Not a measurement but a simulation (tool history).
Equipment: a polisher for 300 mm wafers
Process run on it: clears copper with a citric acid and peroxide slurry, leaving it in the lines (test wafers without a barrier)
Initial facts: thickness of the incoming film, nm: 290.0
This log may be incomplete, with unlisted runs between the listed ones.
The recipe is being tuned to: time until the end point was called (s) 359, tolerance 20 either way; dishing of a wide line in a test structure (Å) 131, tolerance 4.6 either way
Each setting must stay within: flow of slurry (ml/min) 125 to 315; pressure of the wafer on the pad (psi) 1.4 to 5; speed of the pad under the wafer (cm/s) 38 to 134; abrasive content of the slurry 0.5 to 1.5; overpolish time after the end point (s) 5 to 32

run  hour  flow of slurry (ml/min)  pressure of the wafer on the pad (psi)  speed of the pad under the wafer (cm/s)  abrasive content of the slurry  overpolish time after the end point (s)  time until the end point was called (s)  dishing of a wide line in a test structure (Å)
  1     0                      205                                     3.2                                       86                               1                                       16                                    155.4                                          219.13
  2   7.3                      200                                     2.7                                       80                               1                                       17                                   185.99                                          188.73
  3   9.5                      195                                     2.3                                       72                               1                                       19                                   246.13                                          166.71
  4  15.4                      195                                     2.3                                       72                               1                                       12                                    238.4                                          107.12
  5  22.2                      195                                     2.3                                       72                            1.15                                       12                                   225.39                                          112.17
  6  27.2                      185                                     2.1                                       70                             1.1                                       15                                   262.92                                          126.06
  7  32.6                      170                                     1.9                                       70                            1.15                                       16                                   291.65                                           119.6
  8  33.3                      170                                     1.9                                       70                            1.15                                       16                                   281.51                                          119.07
  9  41.5                      160                                     1.8                                       70                            1.15                                       17                                   298.73                                          121.03
 10  45.1                      155                                     1.7                                       70                            1.15                                       18                                   326.92                                          121.37
 11  50.8                      150                                     1.7                                       70                            1.15                                       19                                   321.89                                          127.04
 12  53.6                      145                                     1.4                                       68                            1.15                                       22                                   383.93                                          123.32
 13  60.7                      150                                     1.4                                       68                            1.15                                       22                                   383.85                                          120.94

Exercise: of the 4 proposed moves below, exactly one satisfies all targets within the stated allowed misses. Which move is it?
  A  67.8                      140                                     1.4                                       60                             1.3                                       26                                        ?                                               ?
  B  67.8                      135                                     1.5                                       62                             0.8                                       21                                        ?                                               ?
  C  67.8                      130                                     1.9                                       60                               1                                       22                                        ?                                               ?
  D  67.8                      140                                     2.8                                       40                            1.25                                       18                                        ?                                               ?

move  time until the end point was called (s)  dishing of a wide line in a test structure (Å)
   A                                   435.25                                          128.79
   B                                   446.66                                           102.9
   C                                   367.08                                          129.79
   D                                   356.47                                          110.99
A: corrects the largest miss of the last run, while another result sits out of spec
B: further off than the last run
C: all results in spec
D: further off than the last run
C is the move that brings every result within its allowed miss.
